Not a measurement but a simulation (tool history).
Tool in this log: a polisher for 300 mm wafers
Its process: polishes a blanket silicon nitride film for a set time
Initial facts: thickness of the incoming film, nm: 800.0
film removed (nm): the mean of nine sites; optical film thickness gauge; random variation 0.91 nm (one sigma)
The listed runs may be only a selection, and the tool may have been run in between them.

run  hour  flow of slurry (ml/min)  pressure of the wafer on the pad (kPa)  speed of the pad under the wafer (m/s)  polishing time (s)  film removed (nm)
  1     0                      285                                    26.2                                     1.1                  16             38.669
  2   6.4                      285                                    26.2                                     1.1                  16             39.091
  3   8.1                      285                                    26.2                                    0.88                  16             33.918
  4    16                      285                                      29                                    0.88                  16             36.719
  5  18.1                      285                                      31                                    0.94                  16             41.244
  6  24.5                      285                                      31                                    0.94                  14             35.965
  7    30                      285                                    33.1                                    1.04                  14             40.624
  8  34.3                      285                                    34.5                                    1.12                  14             43.794
  9  39.7                      285                                    35.9                                     1.2                  14             48.533
 10  43.5                      285                                    36.5                                    1.24                  14             50.514
 11  51.2                      285                                    37.2                                    1.28                  14             52.715

Run 12 has not been measured yet. What should we expect?
 12  59.7                      285                                    37.2                                    1.28                  14                  ?

{"run 12": {"film removed (nm)": 52.053}}
